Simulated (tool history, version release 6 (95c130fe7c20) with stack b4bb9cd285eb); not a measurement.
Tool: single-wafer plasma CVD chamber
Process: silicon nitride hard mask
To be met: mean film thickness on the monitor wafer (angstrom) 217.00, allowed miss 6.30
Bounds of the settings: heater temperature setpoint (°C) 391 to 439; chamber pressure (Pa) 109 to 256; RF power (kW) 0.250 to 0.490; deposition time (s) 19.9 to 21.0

run,hour,heater temperature setpoint (°C),chamber pressure (Pa),RF power (kW),deposition time (s),mean film thickness on the monitor wafer (angstrom)
1,0.0,415,183,0.370,21.0,258.35
2,3.7,415,171,0.355,20.9,244.13
3,4.7,415,160,0.350,20.9,234.27
4,11.6,409,160,0.350,20.9,236.09
5,19.9,409,160,0.350,21.0,236.18
6,23.5,409,160,0.405,21.0,252.55
7,27.5,409,125,0.345,20.0,191.50
8,35.5,409,133,0.345,20.0,199.91
9,43.8,409,139,0.345,20.0,207.18
10,46.5,409,141,0.345,20.0,208.23

5 next moves are on the table. One of them brings every result within its allowed miss. Which?
A,49.2,400,157,0.315,20.4,?
B,49.2,407,141,0.310,19.9,?
C,49.2,405,127,0.385,19.9,?
D,49.2,424,133,0.315,21.0,?
E,49.2,396,137,0.325,19.9,?

move,mean film thickness on the monitor wafer (angstrom)
A,218.85
B,198.32
C,203.23
D,200.89
E,199.88
A: meets every target
B: further off than the last run
C: further off than the last run
D: further off than the last run
E: further off than the last run
The right move is A.
